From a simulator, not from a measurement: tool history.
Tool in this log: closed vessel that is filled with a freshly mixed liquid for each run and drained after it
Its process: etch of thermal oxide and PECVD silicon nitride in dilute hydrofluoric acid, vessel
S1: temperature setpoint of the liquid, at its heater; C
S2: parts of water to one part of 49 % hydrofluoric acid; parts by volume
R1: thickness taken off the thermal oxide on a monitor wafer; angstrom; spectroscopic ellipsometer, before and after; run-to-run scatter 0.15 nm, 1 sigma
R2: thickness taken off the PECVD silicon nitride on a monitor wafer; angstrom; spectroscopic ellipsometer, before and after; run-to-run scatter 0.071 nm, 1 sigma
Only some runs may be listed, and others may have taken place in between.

run 1 hour=0 | S1=25 S2=65 time_in_the_liquid_(s)=370 | R1=306.95 R2=169.32
run 2 hour=1.8 | S1=27 S2=65 time_in_the_liquid_(s)=370 | R1=337.59 R2=189.79
run 3 hour=7.1 | S1=26 S2=65 time_in_the_liquid_(s)=370 | R1=323.32 R2=179.08
run 4 hour=16.2 | S1=26 S2=65 time_in_the_liquid_(s)=500 | R1=435.09 R2=242.22
run 5 hour=21.1 | S1=26 S2=65 time_in_the_liquid_(s)=635 | R1=544.76 R2=308.53
run 6 hour=22.7 | S1=25 S2=70 time_in_the_liquid_(s)=635 | R1=491.65 R2=263.79
run 7 hour=32 | S1=25 S2=75 time_in_the_liquid_(s)=625 | R1=447.74 R2=245.6
run 8 hour=34.9 | S1=24.5 S2=80 time_in_the_liquid_(s)=620 | R1=398.36 R2=221.69

Predict the results of run 9:
run 9 hour=40.5 | S1=20.5 S2=105 time_in_the_liquid_(s)=595 | R1=? R2=?

Run 9 came out at R1 242.82 angstrom, R2 124.98 angstrom.
